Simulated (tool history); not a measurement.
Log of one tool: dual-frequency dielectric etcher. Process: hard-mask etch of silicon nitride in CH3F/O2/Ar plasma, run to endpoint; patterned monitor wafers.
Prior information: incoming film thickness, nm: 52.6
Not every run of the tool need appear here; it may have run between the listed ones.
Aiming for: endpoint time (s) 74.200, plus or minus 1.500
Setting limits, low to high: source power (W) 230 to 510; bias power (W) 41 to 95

run  hour  source power (W)  bias power (W)  endpoint time (s)
  1   0.0               370              68             83.682
  2   8.6               370              60             91.318
  3  14.2               400              62             87.001
  4  21.4               420              65             83.049
  5  29.9               370              65             87.026
  6  31.3               330              65             89.724
  7  34.3               330              65             90.874
  8  41.2               370              66             86.005
  9  48.3               400              67             83.251
 10  56.5               420              68             80.736
 11  58.7               440              69             78.646
 12  59.4               450              69             78.168
 13  64.7               460              69             78.516
 14  67.3               470              70             77.374

5 next moves are on the table. One of them brings every result within its allowed miss. Which?
  A  69.9               500              73                  ?
  B  69.9               440              69                  ?
  C  69.9               450              68                  ?
  D  69.9               510              65                  ?
  E  69.9               480              60                  ?

move  endpoint time (s)
   A             73.613
   B             78.945
   C             78.927
   D             77.386
   E             82.183
A: every result lands within tolerance
B: misses by more than the last run did
C: misses by more than the last run did
D: no better and no worse than the last run
E: misses by more than the last run did
Correct choice: A, which meets every target
